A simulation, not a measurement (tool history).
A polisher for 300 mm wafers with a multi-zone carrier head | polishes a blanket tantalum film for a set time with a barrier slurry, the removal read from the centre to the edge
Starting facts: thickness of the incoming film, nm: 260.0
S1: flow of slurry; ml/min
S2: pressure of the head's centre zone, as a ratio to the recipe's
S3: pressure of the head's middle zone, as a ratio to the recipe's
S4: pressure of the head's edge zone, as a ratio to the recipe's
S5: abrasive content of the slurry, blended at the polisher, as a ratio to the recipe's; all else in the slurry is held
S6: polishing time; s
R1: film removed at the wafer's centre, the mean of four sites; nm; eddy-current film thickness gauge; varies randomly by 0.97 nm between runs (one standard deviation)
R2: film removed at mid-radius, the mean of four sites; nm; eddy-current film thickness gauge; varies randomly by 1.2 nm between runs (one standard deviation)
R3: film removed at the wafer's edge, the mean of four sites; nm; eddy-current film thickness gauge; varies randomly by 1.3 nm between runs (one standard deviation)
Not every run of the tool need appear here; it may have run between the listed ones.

| run | hour | S1 | S2 | S3 | S4 | S5 | S6 | R1 | R2 | R3 |
|---|---|---|---|---|---|---|---|---|---|---|
| 1 | 0 | 205 | 1 | 1 | 1 | 1 | 38 | 78.697 | 77.929 | 76.49 |
| 2 | 8.1 | 210 | 1.02 | 1.02 | 1.03 | 1.1 | 39 | 83.375 | 84.155 | 84.012 |
| 3 | 12.8 | 165 | 1.02 | 1.02 | 1.03 | 1.1 | 39 | 82.411 | 80.409 | 80.548 |
| 4 | 17.4 | 165 | 1.08 | 1.02 | 1.03 | 1.1 | 39 | 86.554 | 79.964 | 79.951 |
| 5 | 18.1 | 165 | 1.08 | 0.94 | 1.03 | 1.1 | 39 | 86.327 | 74.733 | 81.775 |
| 6 | 24.5 | 165 | 1.08 | 0.94 | 1.03 | 1.3 | 39 | 89.519 | 77.289 | 84.242 |
| 7 | 32.6 | 220 | 1.11 | 1.04 | 1.13 | 1.5 | 47 | 120.92 | 109.49 | 112.96 |
| 8 | 40.5 | 225 | 1.1 | 1.05 | 1.13 | 1.5 | 47 | 121.41 | 111.68 | 110.46 |
| 9 | 47.5 | 225 | 1.09 | 1.06 | 1.14 | 1.5 | 47 | 118.92 | 113.01 | 112.33 |
| 10 | 51.4 | 225 | 1.09 | 1.06 | 1.14 | 1.5 | 47 | 120.36 | 114.24 | 114.14 |
|  | 54.7 | worn pad replaced by a new one |
| 11 | 54.7 | 225 | 1.09 | 1.06 | 1.14 | 1.5 | 47 | 127.29 | 121.05 | 121.27 |
| 12 | 59.2 | 225 | 1.08 | 1.06 | 1.12 | 1.5 | 47 | 123.55 | 120.11 | 122.2 |
| 13 | 66.5 | 225 | 1.08 | 1.07 | 1.13 | 1.5 | 47 | 125.19 | 123.07 | 119.33 |

Run 14, settings as shown, results not yet in. Your forecast:
| 14 | 70.3 | 225 | 1.08 | 1.07 | 1.13 | 1.45 | 47 | ? | ? | ? |

For run 14 the tool returned R1 124.2 nm, R2 120.2 nm, R3 117.12 nm.
